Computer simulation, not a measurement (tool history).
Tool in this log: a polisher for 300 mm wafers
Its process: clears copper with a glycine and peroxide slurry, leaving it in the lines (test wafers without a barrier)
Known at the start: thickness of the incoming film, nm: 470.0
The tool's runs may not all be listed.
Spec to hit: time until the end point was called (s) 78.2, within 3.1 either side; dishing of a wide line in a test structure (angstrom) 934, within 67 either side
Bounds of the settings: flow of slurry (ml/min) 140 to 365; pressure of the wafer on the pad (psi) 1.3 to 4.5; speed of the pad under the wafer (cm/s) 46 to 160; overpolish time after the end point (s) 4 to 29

run  hour  flow of slurry (ml/min)  pressure of the wafer on the pad (psi)  speed of the pad under the wafer (cm/s)  overpolish time after the end point (s)  time until the end point was called (s)  dishing of a wide line in a test structure (angstrom)
  1     0                      235                                     2.9                                      102                                       15                                   109.15                                                 497.71
  2   3.2                      235                                     3.1                                      102                                       16                                   106.09                                                 543.32
  3   5.1                      235                                     3.4                                      102                                       17                                   98.936                                                 635.58
  4   9.6                      235                                     3.6                                      102                                       17                                   94.069                                                 646.23
  5  12.9                      235                                     2.9                                      102                                       17                                   111.85                                                 570.23
  6  20.4                      235                                     3.2                                      102                                       18                                   104.66                                                 627.96
  7  21.8                      235                                     3.4                                      102                                       18                                   96.945                                                 639.35
  8  29.7                      235                                     3.5                                      102                                       19                                   93.879                                                 692.22
  9  32.9                      235                                     3.6                                      102                                       20                                   93.433                                                 733.93
 10  36.6                      235                                     3.7                                      102                                       20                                   90.237                                                 743.06

Pick the move, out of 5, that brings all results within their allowed miss; only one does.
  A  40.3                      180                                     4.3                                      108                                       28                                        ?                                                      ?
  B  40.3                      280                                     4.4                                      100                                       23                                        ?                                                      ?
  C  40.3                      205                                     4.5                                      110                                       20                                        ?                                                      ?
  D  40.3                      365                                       4                                       96                                       20                                        ?                                                      ?
  E  40.3                      210                                     4.1                                      110                                       18                                        ?                                                      ?

move  time until the end point was called (s)  dishing of a wide line in a test structure (angstrom)
   A                                   79.201                                                 1024.7
   B                                   79.651                                                 902.22
   C                                   73.885                                                  862.3
   D                                   87.807                                                 756.75
   E                                   79.998                                                 748.84
A: gets the furthest-off result to its target, but another result is out of tolerance
B: hits every target within its allowed miss
C: moves the result that the last run missed by most past its target, out the other side
D: nearer the targets than the last run, but a result is still out of spec
E: gets the furthest-off result to its target, but another result is out of tolerance
B is the move that brings every result within its allowed miss.
